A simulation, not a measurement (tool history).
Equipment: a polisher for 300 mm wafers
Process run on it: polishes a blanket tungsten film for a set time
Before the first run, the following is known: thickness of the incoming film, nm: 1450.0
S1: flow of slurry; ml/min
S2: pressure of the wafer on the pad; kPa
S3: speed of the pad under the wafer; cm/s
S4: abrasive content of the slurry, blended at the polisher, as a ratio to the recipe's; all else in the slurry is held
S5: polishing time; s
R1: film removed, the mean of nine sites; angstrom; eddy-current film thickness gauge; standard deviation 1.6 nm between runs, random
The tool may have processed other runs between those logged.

{"run": 1, "day": 0.0, "S1": 165, "S2": 18.6, "S3": 100, "S4": 1.0, "S5": 53, "R1": 1988.5}
{"run": 2, "day": 0.292, "S1": 165, "S2": 18.6, "S3": 126, "S4": 1.0, "S5": 53, "R1": 2516.2}
{"run": 3, "day": 0.55, "S1": 165, "S2": 18.6, "S3": 126, "S4": 0.85, "S5": 53, "R1": 2377.3}
{"run": 4, "day": 0.579, "S1": 125, "S2": 18.6, "S3": 126, "S4": 0.85, "S5": 53, "R1": 2237.4}
{"run": 5, "day": 0.904, "S1": 125, "S2": 18.6, "S3": 126, "S4": 0.7, "S5": 53, "R1": 2128.4}
{"run": 6, "day": 0.95, "S1": 120, "S2": 17.2, "S3": 126, "S4": 0.7, "S5": 53, "R1": 2027.1}
{"run": 7, "day": 1.229, "S1": 120, "S2": 15.9, "S3": 126, "S4": 0.7, "S5": 53, "R1": 1927.5}
{"run": 8, "day": 1.292, "S1": 120, "S2": 14.5, "S3": 126, "S4": 0.7, "S5": 53, "R1": 1806.6}
{"run": 9, "day": 1.662, "S1": 120, "S2": 13.8, "S3": 126, "S4": 0.7, "S5": 53, "R1": 1748.0}

The next listed run, before its measurement:
{"run": 10, "day": 1.946, "S1": 120, "S2": 13.1, "S3": 126, "S4": 0.7, "S5": 53, "R1": "?"}

{"run 10": {"R1": 1722.2}}
